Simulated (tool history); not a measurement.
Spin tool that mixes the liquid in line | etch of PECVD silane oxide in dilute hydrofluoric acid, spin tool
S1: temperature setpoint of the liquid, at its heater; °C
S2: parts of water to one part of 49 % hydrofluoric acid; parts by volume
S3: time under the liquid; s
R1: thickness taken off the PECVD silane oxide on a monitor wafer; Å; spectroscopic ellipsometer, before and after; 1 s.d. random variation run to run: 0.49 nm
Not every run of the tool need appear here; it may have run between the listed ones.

Run 1, hour 0.0: S1 23.0 °C, S2 115 parts by volume, S3 315 s. Result: R1 408.44 Å.
Run 2, hour 2.3: S1 25.0 °C, S2 115 parts by volume, S3 315 s. Result: R1 445.72 Å.
Run 3, hour 7.8: S1 26.0 °C, S2 105 parts by volume, S3 315 s. Result: R1 512.09 Å.
Run 4, hour 10.9: S1 28.5 °C, S2 105 parts by volume, S3 315 s. Result: R1 559.81 Å.
Run 5, hour 17.4: S1 29.0 °C, S2 100 parts by volume, S3 315 s. Result: R1 605.44 Å.
Run 6, hour 22.0: S1 29.0 °C, S2 100 parts by volume, S3 315 s. Result: R1 606.51 Å.
Run 7, hour 27.9: S1 29.5 °C, S2 95 parts by volume, S3 315 s. Result: R1 651.14 Å.

The next listed run, before its measurement:
Run 8, hour 36.1: S1 29.5 °C, S2 90 parts by volume, S3 315 s. Result: R1 ?.

Logged for run 8: R1 697.72 Å.
